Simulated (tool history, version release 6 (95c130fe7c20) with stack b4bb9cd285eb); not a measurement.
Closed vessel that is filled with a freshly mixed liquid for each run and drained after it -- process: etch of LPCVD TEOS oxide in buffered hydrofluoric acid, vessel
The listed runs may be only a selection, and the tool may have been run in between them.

| run | hour | temperature setpoint of the liquid (K) | parts of 40 % ammonium fluoride to one part of 49 % hydrofluoric acid (parts by volume) | time in the liquid (s) | thickness taken off the LPCVD TEOS oxide on a monitor wafer (nm) |
|---|---|---|---|---|---|
| 1 | 0 | 296.15 | 10 | 30 | 43.683 |
| 2 | 4.8 | 296.15 | 11 | 30 | 39.403 |
| 3 | 10 | 294.15 | 11 | 30 | 36.301 |
| 4 | 19.2 | 291.65 | 11 | 30 | 31.177 |
| 5 | 25.5 | 294.65 | 11 | 30 | 37.4 |
| 6 | 33.6 | 294.65 | 8.5 | 30 | 46.307 |
| 7 | 41.7 | 296.15 | 8 | 30 | 53.139 |

What will run 8 give?
| 8 | 49.6 | 297.65 | 7.5 | 30 | ? |

thickness taken off the LPCVD TEOS oxide on a monitor wafer (nm): 61.605
